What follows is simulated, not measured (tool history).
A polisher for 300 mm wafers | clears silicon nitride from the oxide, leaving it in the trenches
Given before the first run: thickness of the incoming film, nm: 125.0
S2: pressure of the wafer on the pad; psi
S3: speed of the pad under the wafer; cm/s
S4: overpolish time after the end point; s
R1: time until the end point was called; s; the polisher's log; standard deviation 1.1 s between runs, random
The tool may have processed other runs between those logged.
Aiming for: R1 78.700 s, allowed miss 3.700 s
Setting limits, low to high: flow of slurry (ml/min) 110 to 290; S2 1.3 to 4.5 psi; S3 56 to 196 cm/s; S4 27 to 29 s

{"run": 1, "hour": 0.0, "flow of slurry (ml/min)": 185, "S2": 2.9, "S3": 126, "S4": 27, "R1": 114.97}
{"run": 2, "hour": 8.5, "flow of slurry (ml/min)": 185, "S2": 3.2, "S3": 128, "S4": 27, "R1": 102.03}
{"run": 3, "hour": 17.0, "flow of slurry (ml/min)": 185, "S2": 3.2, "S3": 112, "S4": 27, "R1": 115.75}
{"run": 4, "hour": 25.5, "flow of slurry (ml/min)": 185, "S2": 3.6, "S3": 114, "S4": 27, "R1": 104.54}
{"run": 5, "hour": 32.9, "flow of slurry (ml/min)": 185, "S2": 3.9, "S3": 116, "S4": 27, "R1": 92.945}
{"run": 6, "hour": 41.8, "flow of slurry (ml/min)": 145, "S2": 3.9, "S3": 116, "S4": 27, "R1": 97.371}
{"run": 7, "hour": 44.8, "flow of slurry (ml/min)": 155, "S2": 4.1, "S3": 116, "S4": 27, "R1": 91.57}
{"run": 8, "hour": 53.7, "flow of slurry (ml/min)": 160, "S2": 4.2, "S3": 116, "S4": 27, "R1": 88.617}

Exercise: of the 5 proposed moves below, exactly one satisfies all targets within the stated allowed misses. Which move is it?
{"run": "A", "hour": 62.6, "flow of slurry (ml/min)": 190, "S2": 4.2, "S3": 144, "S4": 29, "R1": "?"}
{"run": "B", "hour": 62.6, "flow of slurry (ml/min)": 140, "S2": 4.2, "S3": 122, "S4": 27, "R1": "?"}
{"run": "C", "hour": 62.6, "flow of slurry (ml/min)": 170, "S2": 4.5, "S3": 122, "S4": 27, "R1": "?"}
{"run": "D", "hour": 62.6, "flow of slurry (ml/min)": 135, "S2": 3.5, "S3": 140, "S4": 29, "R1": "?"}
{"run": "E", "hour": 62.6, "flow of slurry (ml/min)": 140, "S2": 4.3, "S3": 116, "S4": 29, "R1": "?"}

move=A R1=70.939
move=B R1=88.063
move=C R1=79.294
move=D R1=92.808
move=E R1=90.363
A: takes the result that was furthest off past its target
B: an improvement on the last run, though not all results are within tolerance
C: hits every target within its allowed miss
D: lands further from the targets than the last run did
E: lands further from the targets than the last run did
The move that meets every target is C.
